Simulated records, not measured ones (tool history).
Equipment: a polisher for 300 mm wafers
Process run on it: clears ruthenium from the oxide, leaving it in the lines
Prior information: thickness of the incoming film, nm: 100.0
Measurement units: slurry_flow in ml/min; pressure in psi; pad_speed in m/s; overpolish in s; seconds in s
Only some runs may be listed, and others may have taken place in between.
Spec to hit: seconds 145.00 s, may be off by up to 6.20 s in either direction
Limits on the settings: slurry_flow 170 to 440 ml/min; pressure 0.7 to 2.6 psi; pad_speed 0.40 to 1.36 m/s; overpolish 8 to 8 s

Run 1, hour 0.0: slurry_flow 280 ml/min, pressure 1.6 psi, pad_speed 0.88 m/s, overpolish 8 s. Result: seconds 113.80 s.
Run 2, hour 4.0: slurry_flow 280 ml/min, pressure 1.4 psi, pad_speed 0.88 m/s, overpolish 8 s. Result: seconds 129.87 s.
Run 3, hour 9.4: slurry_flow 280 ml/min, pressure 1.3 psi, pad_speed 0.88 m/s, overpolish 8 s. Result: seconds 136.72 s.
Run 4, hour 15.3: slurry_flow 280 ml/min, pressure 0.9 psi, pad_speed 0.88 m/s, overpolish 8 s. Result: seconds 184.17 s.
Run 5, hour 18.7: slurry_flow 280 ml/min, pressure 0.9 psi, pad_speed 0.78 m/s, overpolish 8 s. Result: seconds 204.06 s.
Run 6, hour 25.6: slurry_flow 280 ml/min, pressure 1.0 psi, pad_speed 0.78 m/s, overpolish 8 s. Result: seconds 192.20 s.
Run 7, hour 30.8: slurry_flow 280 ml/min, pressure 1.1 psi, pad_speed 0.78 m/s, overpolish 8 s. Result: seconds 180.99 s.
Run 8, hour 34.6: slurry_flow 280 ml/min, pressure 1.2 psi, pad_speed 0.78 m/s, overpolish 8 s. Result: seconds 165.85 s.
Run 9, hour 42.2: slurry_flow 280 ml/min, pressure 1.3 psi, pad_speed 0.78 m/s, overpolish 8 s. Result: seconds 155.24 s.

Which of these 5 next moves meets every target?
Run A, hour 49.8: slurry_flow 260 ml/min, pressure 1.3 psi, pad_speed 0.72 m/s, overpolish 8 s. Result: seconds ?.
Run B, hour 49.8: slurry_flow 370 ml/min, pressure 1.4 psi, pad_speed 0.76 m/s, overpolish 8 s. Result: seconds ?.
Run C, hour 49.8: slurry_flow 260 ml/min, pressure 1.5 psi, pad_speed 0.60 m/s, overpolish 8 s. Result: seconds ?.
Run D, hour 49.8: slurry_flow 265 ml/min, pressure 1.7 psi, pad_speed 0.60 m/s, overpolish 8 s. Result: seconds ?.
Run E, hour 49.8: slurry_flow 280 ml/min, pressure 1.1 psi, pad_speed 0.86 m/s, overpolish 8 s. Result: seconds ?.

move  seconds
   A   167.12
   B   145.17
   C   176.81
   D   158.74
   E   160.02
A: its largest miss is bigger than the last run's
B: every result lands within tolerance
C: its largest miss is bigger than the last run's
D: its largest miss is bigger than the last run's
E: its largest miss is bigger than the last run's
Answer: B
